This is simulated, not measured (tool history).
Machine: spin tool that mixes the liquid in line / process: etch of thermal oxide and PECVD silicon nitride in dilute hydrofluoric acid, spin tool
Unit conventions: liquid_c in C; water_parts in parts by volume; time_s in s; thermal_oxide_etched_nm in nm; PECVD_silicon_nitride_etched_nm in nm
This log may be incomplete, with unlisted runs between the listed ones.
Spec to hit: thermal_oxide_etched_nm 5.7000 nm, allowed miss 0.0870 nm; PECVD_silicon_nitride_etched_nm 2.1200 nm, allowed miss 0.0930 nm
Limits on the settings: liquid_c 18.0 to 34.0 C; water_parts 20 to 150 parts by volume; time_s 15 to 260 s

run  hour  liquid_c  water_parts  time_s  thermal_oxide_etched_nm  PECVD_silicon_nitride_etched_nm
  1   0.0      26.0           85     130                   7.0524                           2.7651
  2   6.8      25.5           85     130                   6.8816                           2.6854
  3  14.3      27.0           85     130                   7.3442                           2.9660
  4  20.8      27.0           85     105                   5.9010                           2.3825
  5  24.9      26.5           85     105                   5.7920                           2.3382
  6  26.1      26.5           85      75                   4.1213                           1.6377
  7  26.7      27.0           80      75                   4.5227                           1.7869
  8  31.6      27.0           75      75                   4.8276                           1.9418
     35.2  -- thermometer replaced
  9  35.2      27.0           70      75                   5.7435                           2.3938

Consider the 5 candidate settings below. Which is the only one whose results all fall within their allowed miss of target?
  A  38.8      32.5           75      65                        ?                                ?
  B  38.8      33.5           20      15                        ?                                ?
  C  38.8      20.5           80     115                        ?                                ?
  D  38.8      21.0          100     140                        ?                                ?
  E  38.8      22.0          100     130                        ?                                ?

move  thermal_oxide_etched_nm  PECVD_silicon_nitride_etched_nm
   A                   5.7246                           2.8063
   B                   5.6416                           2.5388
   C                   5.8749                           2.1272
   D                   5.7070                           2.1539
   E                   5.5185                           2.1392
A: the biggest miss grows against the last run
B: the biggest miss grows against the last run
C: the furthest-off result lands on target, but another misses its tolerance
D: each result inside its tolerance
E: the furthest-off result lands on target, but another misses its tolerance
Correct choice: D, which meets every target
